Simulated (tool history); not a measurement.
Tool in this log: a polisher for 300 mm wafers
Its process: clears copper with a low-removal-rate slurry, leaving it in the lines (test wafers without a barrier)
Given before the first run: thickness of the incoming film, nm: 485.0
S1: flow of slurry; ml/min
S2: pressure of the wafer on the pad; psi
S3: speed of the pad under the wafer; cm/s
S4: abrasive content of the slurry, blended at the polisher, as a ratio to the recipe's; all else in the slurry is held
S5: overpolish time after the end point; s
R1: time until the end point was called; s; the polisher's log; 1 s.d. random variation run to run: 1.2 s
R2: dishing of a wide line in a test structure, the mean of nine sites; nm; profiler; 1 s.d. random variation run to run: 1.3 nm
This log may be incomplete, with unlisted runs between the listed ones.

{"run": 1, "hour": 0.0, "S1": 215, "S2": 4.1, "S3": 132, "S4": 1.0, "S5": 16, "R1": 94.743, "R2": 51.421}
{"run": 2, "hour": 5.8, "S1": 215, "S2": 4.2, "S3": 132, "S4": 1.0, "S5": 19, "R1": 94.795, "R2": 60.22}
{"run": 3, "hour": 10.2, "S1": 215, "S2": 4.2, "S3": 132, "S4": 1.0, "S5": 12, "R1": 93.637, "R2": 40.896}
{"run": 4, "hour": 18.8, "S1": 215, "S2": 4.3, "S3": 132, "S4": 1.0, "S5": 16, "R1": 91.924, "R2": 54.202}
{"run": 5, "hour": 25.2, "S1": 265, "S2": 4.3, "S3": 132, "S4": 1.0, "S5": 16, "R1": 87.048, "R2": 53.904}
{"hour": 26.4, "done": "slurry nozzle cleaned"}
{"run": 6, "hour": 26.4, "S1": 265, "S2": 4.9, "S3": 132, "S4": 1.0, "S5": 16, "R1": 77.325, "R2": 60.522}

Predict the results of run 7:
{"run": 7, "hour": 33.8, "S1": 255, "S2": 4.8, "S3": 130, "S4": 1.0, "S5": 18, "R1": "?", "R2": "?"}

R1: 80.351 s
R2: 64.243 nm
